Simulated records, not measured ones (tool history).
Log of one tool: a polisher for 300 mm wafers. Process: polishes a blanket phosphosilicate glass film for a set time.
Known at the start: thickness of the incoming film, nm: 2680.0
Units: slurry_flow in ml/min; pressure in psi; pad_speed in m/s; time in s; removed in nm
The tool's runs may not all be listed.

| run | hour | slurry_flow | pressure | pad_speed | slurry_solids | time | removed |
|---|---|---|---|---|---|---|---|
| 1 | 0.0 | 190 | 2.0 | 0.84 | 1.0 | 52 | 201.81 |
| 2 | 2.4 | 190 | 2.0 | 0.84 | 1.2 | 52 | 220.37 |
| 3 | 4.7 | 190 | 1.9 | 0.84 | 1.2 | 52 | 214.05 |
| 4 | 10.4 | 190 | 1.8 | 0.84 | 1.2 | 52 | 202.94 |
| 5 | 17.5 | 190 | 1.7 | 0.84 | 1.2 | 52 | 197.88 |
| 6 | 18.7 | 190 | 1.7 | 0.84 | 1.2 | 52 | 195.71 |

The next listed run, before its measurement:
| 7 | 21.9 | 190 | 1.6 | 0.84 | 1.2 | 52 | ? |

removed: 185.45 nm
